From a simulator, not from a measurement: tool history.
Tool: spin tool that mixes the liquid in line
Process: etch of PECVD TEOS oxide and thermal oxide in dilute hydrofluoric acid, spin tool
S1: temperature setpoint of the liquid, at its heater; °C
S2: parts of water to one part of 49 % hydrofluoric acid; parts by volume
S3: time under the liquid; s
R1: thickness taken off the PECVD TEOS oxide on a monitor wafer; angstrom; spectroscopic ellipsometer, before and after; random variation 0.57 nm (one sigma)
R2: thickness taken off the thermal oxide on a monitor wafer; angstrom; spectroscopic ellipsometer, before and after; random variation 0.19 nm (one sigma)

run,hour,S1,S2,S3,R1,R2
1,0,24,75,180,300.87,111.71
2,5.2,26.5,65,180,396.14,141.94
3,12,26.5,65,235,516.72,186.7
4,17.7,26.5,50,235,679.38,244.57
5,24.5,26,50,235,667.23,242.58
6,30.4,26,50,200,566.95,204.58
7,33.9,26.5,50,200,582.13,208.67
8,35.6,27,50,200,594.82,215.75

The next listed run, before its measurement:
9,42.3,27.5,50,200,?,?

{"run 9": {"R1": 597.42, "R2": 220.38}}
